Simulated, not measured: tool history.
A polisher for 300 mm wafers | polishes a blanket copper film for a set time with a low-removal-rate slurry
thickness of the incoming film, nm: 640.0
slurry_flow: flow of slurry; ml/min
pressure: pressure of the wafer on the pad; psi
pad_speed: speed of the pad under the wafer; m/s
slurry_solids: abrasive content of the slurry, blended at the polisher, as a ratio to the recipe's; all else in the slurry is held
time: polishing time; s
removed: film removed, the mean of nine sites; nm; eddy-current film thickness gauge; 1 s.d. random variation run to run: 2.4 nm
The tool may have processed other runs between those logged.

{"run": 1, "day": 0.0, "slurry_flow": 185, "pressure": 3.1, "pad_speed": 1.08, "slurry_solids": 1.0, "time": 57, "removed": 180.07}
{"run": 2, "day": 0.342, "slurry_flow": 215, "pressure": 3.1, "pad_speed": 1.08, "slurry_solids": 1.0, "time": 57, "removed": 184.02}
{"run": 3, "day": 0.712, "slurry_flow": 220, "pressure": 3.4, "pad_speed": 1.08, "slurry_solids": 1.0, "time": 57, "removed": 198.06}
{"run": 4, "day": 0.979, "slurry_flow": 220, "pressure": 3.7, "pad_speed": 1.08, "slurry_solids": 1.0, "time": 57, "removed": 212.24}
{"run": 5, "day": 1.321, "slurry_flow": 220, "pressure": 3.7, "pad_speed": 1.08, "slurry_solids": 0.9, "time": 57, "removed": 209.05}
{"run": 6, "day": 1.55, "slurry_flow": 220, "pressure": 3.7, "pad_speed": 1.08, "slurry_solids": 0.75, "time": 57, "removed": 201.31}
{"run": 7, "day": 1.75, "slurry_flow": 220, "pressure": 4.0, "pad_speed": 1.1, "slurry_solids": 0.75, "time": 57, "removed": 217.78}

For run 8, what comes out?
{"run": 8, "day": 1.992, "slurry_flow": 240, "pressure": 4.9, "pad_speed": 1.16, "slurry_solids": 0.75, "time": 57, "removed": "?"}

{"run 8": {"removed": 269.78}}

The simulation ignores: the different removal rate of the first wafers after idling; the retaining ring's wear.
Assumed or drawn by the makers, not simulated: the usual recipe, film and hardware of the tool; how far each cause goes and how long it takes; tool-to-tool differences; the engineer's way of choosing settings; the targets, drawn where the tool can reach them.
